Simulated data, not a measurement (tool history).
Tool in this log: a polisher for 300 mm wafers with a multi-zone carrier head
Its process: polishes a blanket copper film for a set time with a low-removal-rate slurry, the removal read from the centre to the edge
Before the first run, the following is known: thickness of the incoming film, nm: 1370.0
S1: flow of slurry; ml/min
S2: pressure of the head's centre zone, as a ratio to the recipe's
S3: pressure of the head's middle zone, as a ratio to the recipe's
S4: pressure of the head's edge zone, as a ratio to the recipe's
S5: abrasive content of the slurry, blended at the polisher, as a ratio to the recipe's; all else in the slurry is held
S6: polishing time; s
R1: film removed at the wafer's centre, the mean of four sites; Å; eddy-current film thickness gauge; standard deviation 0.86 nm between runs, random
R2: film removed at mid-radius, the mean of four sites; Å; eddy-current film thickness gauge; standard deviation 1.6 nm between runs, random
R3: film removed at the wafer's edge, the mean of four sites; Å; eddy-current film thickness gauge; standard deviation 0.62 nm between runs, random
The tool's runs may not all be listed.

run,day,S1,S2,S3,S4,S5,S6,R1,R2,R3
1,0,200,1,1,1,1,35,1301.8,1411.8,1396
2,0.367,200,1.04,1,1,1,35,1361.3,1396.1,1398
3,0.408,175,1.04,1,1,1,35,1332.5,1364.1,1398.7
4,0.458,180,1.02,1,0.98,0.9,34,1250,1288.1,1316.8
5,0.65,180,1.02,0.96,0.98,0.9,34,1265.4,1254,1313.1
# day 0.975: centre zone pressure recalibrated
6,0.975,180,1.02,0.96,1.04,0.9,34,1339,1246.5,1356.6

What will run 7 give?
7,1.2,185,1.01,0.97,1.01,0.85,33,?,?,?

Run 7 yielded R1 1277.6 Å, R2 1230.5 Å, R3 1289.1 Å.
